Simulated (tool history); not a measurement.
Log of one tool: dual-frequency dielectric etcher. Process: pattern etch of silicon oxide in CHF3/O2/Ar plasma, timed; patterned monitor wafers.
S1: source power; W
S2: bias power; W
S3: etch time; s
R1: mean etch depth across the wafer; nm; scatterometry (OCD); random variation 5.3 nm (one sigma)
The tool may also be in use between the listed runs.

{"run": 1, "hour": 0.0, "S1": 890, "S2": 225, "S3": 618.5, "R1": 1491.9}
{"run": 2, "hour": 5.6, "S1": 850, "S2": 220, "S3": 618.5, "R1": 1467.4}
{"run": 3, "hour": 9.5, "S1": 850, "S2": 220, "S3": 618.5, "R1": 1460}
{"run": 4, "hour": 18.4, "S1": 850, "S2": 220, "S3": 644, "R1": 1517.9}
{"run": 5, "hour": 21.9, "S1": 850, "S2": 220, "S3": 618.5, "R1": 1467}
{"run": 6, "hour": 24.2, "S1": 850, "S2": 220, "S3": 644, "R1": 1525.2}
{"run": 7, "hour": 27.6, "S1": 820, "S2": 213, "S3": 641.5, "R1": 1483.1}

The next listed run, before its measurement:
{"run": 8, "hour": 34.5, "S1": 790, "S2": 208, "S3": 640, "R1": "?"}

R1: 1446.6 nm

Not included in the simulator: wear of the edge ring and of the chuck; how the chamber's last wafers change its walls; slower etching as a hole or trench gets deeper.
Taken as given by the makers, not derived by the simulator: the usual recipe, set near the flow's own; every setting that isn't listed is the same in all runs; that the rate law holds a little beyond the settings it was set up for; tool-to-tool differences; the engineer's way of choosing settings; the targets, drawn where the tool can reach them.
